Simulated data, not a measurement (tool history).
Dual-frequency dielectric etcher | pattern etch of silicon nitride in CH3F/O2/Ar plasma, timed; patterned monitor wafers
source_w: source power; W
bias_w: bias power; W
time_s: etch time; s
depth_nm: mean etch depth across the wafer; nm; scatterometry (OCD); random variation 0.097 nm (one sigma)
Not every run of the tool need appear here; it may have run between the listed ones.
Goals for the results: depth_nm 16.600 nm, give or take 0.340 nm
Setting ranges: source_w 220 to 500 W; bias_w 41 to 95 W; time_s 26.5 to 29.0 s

Run 1, hour 0.0: source_w 360 W, bias_w 68 W, time_s 29.0 s. Result: depth_nm 21.558 nm.
Run 2, hour 4.1: source_w 340 W, bias_w 64 W, time_s 28.5 s. Result: depth_nm 20.470 nm.
Run 3, hour 8.5: source_w 340 W, bias_w 64 W, time_s 26.5 s. Result: depth_nm 18.941 nm.
Run 4, hour 16.5: source_w 320 W, bias_w 63 W, time_s 26.5 s. Result: depth_nm 18.464 nm.
Run 5, hour 18.5: source_w 310 W, bias_w 63 W, time_s 26.5 s. Result: depth_nm 18.089 nm.
Run 6, hour 19.6: source_w 300 W, bias_w 63 W, time_s 26.5 s. Result: depth_nm 17.829 nm.
Run 7, hour 25.1: source_w 290 W, bias_w 63 W, time_s 26.5 s. Result: depth_nm 17.449 nm.
Run 8, hour 27.0: source_w 280 W, bias_w 63 W, time_s 26.5 s. Result: depth_nm 17.191 nm.

Of the 4 settings listed for the next run, only one would bring every result within its allowed miss of target. Which one?
Run A, hour 28.9: source_w 300 W, bias_w 53 W, time_s 28.0 s. Result: depth_nm ?.
Run B, hour 28.9: source_w 240 W, bias_w 64 W, time_s 27.5 s. Result: depth_nm ?.
Run C, hour 28.9: source_w 250 W, bias_w 70 W, time_s 28.0 s. Result: depth_nm ?.
Run D, hour 28.9: source_w 320 W, bias_w 52 W, time_s 27.0 s. Result: depth_nm ?.

move  depth_nm
   A    17.976
   B    16.625
   C    17.711
   D    17.791
A: lands further from the targets than the last run did
B: in spec on every target
C: lands further from the targets than the last run did
D: lands further from the targets than the last run did
Move B is the one to make.
